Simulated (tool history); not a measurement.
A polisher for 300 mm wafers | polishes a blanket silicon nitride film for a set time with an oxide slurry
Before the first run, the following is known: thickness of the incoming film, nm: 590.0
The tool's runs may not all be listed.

run,hour,flow of slurry (ml/min),pressure of the wafer on the pad (psi),speed of the pad under the wafer (cm/s),abrasive content of the slurry,polishing time (s),film removed (Å)
1,0,305,4.1,138,1,48,459.37
2,1.9,305,4.1,138,1,50,474.78
3,6,305,3.9,138,1,50,451.33
4,13.6,305,3.8,138,1,50,439.06
5,16.9,305,3.7,138,1,50,431.73
6,23.6,370,3.7,138,1,50,431.4

Run 7 has not been measured yet. What should we expect?
7,27.2,370,3.6,138,1,50,?

film removed (Å): 427.89
